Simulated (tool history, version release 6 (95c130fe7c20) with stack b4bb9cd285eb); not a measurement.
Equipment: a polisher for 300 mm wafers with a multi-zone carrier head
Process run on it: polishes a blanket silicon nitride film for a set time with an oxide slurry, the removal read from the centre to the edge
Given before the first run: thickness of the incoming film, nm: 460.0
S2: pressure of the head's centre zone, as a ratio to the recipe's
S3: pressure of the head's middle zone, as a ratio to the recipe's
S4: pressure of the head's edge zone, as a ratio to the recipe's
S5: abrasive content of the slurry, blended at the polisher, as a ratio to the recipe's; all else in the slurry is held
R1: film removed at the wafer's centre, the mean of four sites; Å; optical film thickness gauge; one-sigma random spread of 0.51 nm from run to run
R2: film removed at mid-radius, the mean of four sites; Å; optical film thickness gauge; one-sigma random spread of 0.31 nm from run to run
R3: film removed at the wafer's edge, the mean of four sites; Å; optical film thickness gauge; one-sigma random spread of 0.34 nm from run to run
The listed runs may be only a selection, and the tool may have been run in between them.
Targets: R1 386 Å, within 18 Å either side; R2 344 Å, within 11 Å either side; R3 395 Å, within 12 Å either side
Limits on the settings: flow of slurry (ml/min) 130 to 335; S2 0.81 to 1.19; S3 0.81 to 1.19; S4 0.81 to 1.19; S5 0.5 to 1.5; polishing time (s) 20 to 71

Run 1, hour 0: flow of slurry (ml/min) 215, S2 1, S3 1, S4 1, S5 1, polishing time (s) 45. Result: R1 486.28 Å, R2 515.59 Å, R3 501.81 Å.
Run 2, hour 4.1: flow of slurry (ml/min) 205, S2 1, S3 0.96, S4 0.99, S5 0.9, polishing time (s) 45. Result: R1 455.14 Å, R2 478.94 Å, R3 489.48 Å.
Run 3, hour 7: flow of slurry (ml/min) 160, S2 1, S3 0.96, S4 0.99, S5 0.9, polishing time (s) 45. Result: R1 455.55 Å, R2 462.63 Å, R3 478.67 Å.
Run 4, hour 11.9: flow of slurry (ml/min) 155, S2 1.02, S3 0.94, S4 0.98, S5 0.8, polishing time (s) 45. Result: R1 442.29 Å, R2 439.99 Å, R3 464.26 Å.
Run 5, hour 17: flow of slurry (ml/min) 185, S2 1.02, S3 0.94, S4 0.98, S5 0.8, polishing time (s) 45. Result: R1 455.93 Å, R2 450.35 Å, R3 458.72 Å.
Run 6, hour 18.9: flow of slurry (ml/min) 185, S2 1.02, S3 0.94, S4 0.98, S5 0.95, polishing time (s) 45. Result: R1 474.86 Å, R2 464.08 Å, R3 478.85 Å.
Run 7, hour 22.2: flow of slurry (ml/min) 180, S2 1.02, S3 0.91, S4 0.97, S5 0.85, polishing time (s) 45. Result: R1 470.69 Å, R2 445.36 Å, R3 473.05 Å.
Run 8, hour 24.8: flow of slurry (ml/min) 175, S2 1.02, S3 0.89, S4 0.96, S5 0.75, polishing time (s) 44. Result: R1 446.9 Å, R2 403.9 Å, R3 437.9 Å.
Run 9, hour 30.6: flow of slurry (ml/min) 170, S2 1, S3 0.88, S4 0.95, S5 0.7, polishing time (s) 44. Result: R1 413.79 Å, R2 403.19 Å, R3 429.77 Å.
Run 10, hour 31.7: flow of slurry (ml/min) 165, S2 1, S3 0.86, S4 0.95, S5 0.65, polishing time (s) 44. Result: R1 419.86 Å, R2 379.9 Å, R3 421.69 Å.
Run 11, hour 36.2: flow of slurry (ml/min) 165, S2 0.99, S3 0.85, S4 0.94, S5 0.6, polishing time (s) 44. Result: R1 395.66 Å, R2 374.3 Å, R3 409.35 Å.
Run 12, hour 44.9: flow of slurry (ml/min) 160, S2 0.99, S3 0.84, S4 0.94, S5 0.6, polishing time (s) 44. Result: R1 394.55 Å, R2 369.61 Å, R3 406.58 Å.

Which one of the following 4 next-run settings gets every result inside its allowed miss? There is exactly one.
Run A, hour 53.6: flow of slurry (ml/min) 130, S2 0.99, S3 0.87, S4 1.02, S5 0.5, polishing time (s) 40. Result: R1 ?, R2 ?, R3 ?.
Run B, hour 53.6: flow of slurry (ml/min) 130, S2 0.89, S3 0.81, S4 1.19, S5 0.55, polishing time (s) 42. Result: R1 ?, R2 ?, R3 ?.
Run C, hour 53.6: flow of slurry (ml/min) 215, S2 0.99, S3 0.83, S4 0.98, S5 0.5, polishing time (s) 43. Result: R1 ?, R2 ?, R3 ?.
Run D, hour 53.6: flow of slurry (ml/min) 160, S2 0.92, S3 0.84, S4 1.01, S5 0.55, polishing time (s) 42. Result: R1 ?, R2 ?, R3 ?.

move      R1      R2      R3
   A  339.13  323.57  368.89
   B  330.98  328.31  429.34
   C  381.89  348.86  401.28
   D  347.85  344.15  400.07
A: the result that was furthest off in the last run now lies on the other side of its target
B: the result that was furthest off in the last run now lies on the other side of its target
C: hits every target within its allowed miss
D: brings the result that was furthest off to its target, and leaves another outside
Go with C: it meets all targets.

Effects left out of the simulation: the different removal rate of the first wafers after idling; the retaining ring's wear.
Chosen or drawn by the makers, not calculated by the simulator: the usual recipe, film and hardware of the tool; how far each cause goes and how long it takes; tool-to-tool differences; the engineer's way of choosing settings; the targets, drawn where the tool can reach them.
